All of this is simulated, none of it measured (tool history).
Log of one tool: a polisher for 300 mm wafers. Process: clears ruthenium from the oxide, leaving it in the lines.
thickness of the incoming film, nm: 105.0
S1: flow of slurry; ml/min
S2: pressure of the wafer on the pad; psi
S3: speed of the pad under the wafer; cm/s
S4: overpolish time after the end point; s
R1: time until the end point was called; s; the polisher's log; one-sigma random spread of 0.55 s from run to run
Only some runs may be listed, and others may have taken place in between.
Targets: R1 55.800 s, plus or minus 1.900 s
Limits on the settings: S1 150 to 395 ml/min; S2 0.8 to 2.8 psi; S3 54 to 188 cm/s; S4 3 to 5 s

{"run": 1, "day": 0.0, "S1": 250, "S2": 1.8, "S3": 120, "S4": 5, "R1": 66.902}
{"run": 2, "day": 0.058, "S1": 225, "S2": 1.8, "S3": 120, "S4": 5, "R1": 68.347}
{"run": 3, "day": 0.121, "S1": 270, "S2": 1.8, "S3": 120, "S4": 5, "R1": 66.964}
{"run": 4, "day": 0.142, "S1": 270, "S2": 1.9, "S3": 120, "S4": 5, "R1": 62.964}
{"run": 5, "day": 0.442, "S1": 270, "S2": 1.9, "S3": 108, "S4": 5, "R1": 68.762}
{"run": 6, "day": 0.712, "S1": 270, "S2": 1.6, "S3": 108, "S4": 5, "R1": 82.792}
{"run": 7, "day": 0.888, "S1": 270, "S2": 1.8, "S3": 108, "S4": 5, "R1": 74.965}
{"run": 8, "day": 1.029, "S1": 270, "S2": 1.9, "S3": 108, "S4": 5, "R1": 69.823}
{"run": 9, "day": 1.104, "S1": 270, "S2": 2.0, "S3": 108, "S4": 5, "R1": 66.95}

Consider the 5 candidate settings below. Which is the only one whose results all fall within their allowed miss of target?
{"run": "A", "day": 1.179, "S1": 230, "S2": 2.2, "S3": 82, "S4": 5, "R1": "?"}
{"run": "B", "day": 1.179, "S1": 220, "S2": 1.8, "S3": 108, "S4": 3, "R1": "?"}
{"run": "C", "day": 1.179, "S1": 230, "S2": 1.8, "S3": 140, "S4": 5, "R1": "?"}
{"run": "D", "day": 1.179, "S1": 225, "S2": 2.1, "S3": 128, "S4": 4, "R1": "?"}
{"run": "E", "day": 1.179, "S1": 260, "S2": 1.5, "S3": 128, "S4": 4, "R1": "?"}

move=A R1=76.680
move=B R1=75.199
move=C R1=60.112
move=D R1=56.010
move=E R1=76.256
A: the biggest miss grows against the last run
B: the biggest miss grows against the last run
C: nearer than the last run, and not there yet
D: in spec on every target
E: the biggest miss grows against the last run
Correct choice: D, which meets every target

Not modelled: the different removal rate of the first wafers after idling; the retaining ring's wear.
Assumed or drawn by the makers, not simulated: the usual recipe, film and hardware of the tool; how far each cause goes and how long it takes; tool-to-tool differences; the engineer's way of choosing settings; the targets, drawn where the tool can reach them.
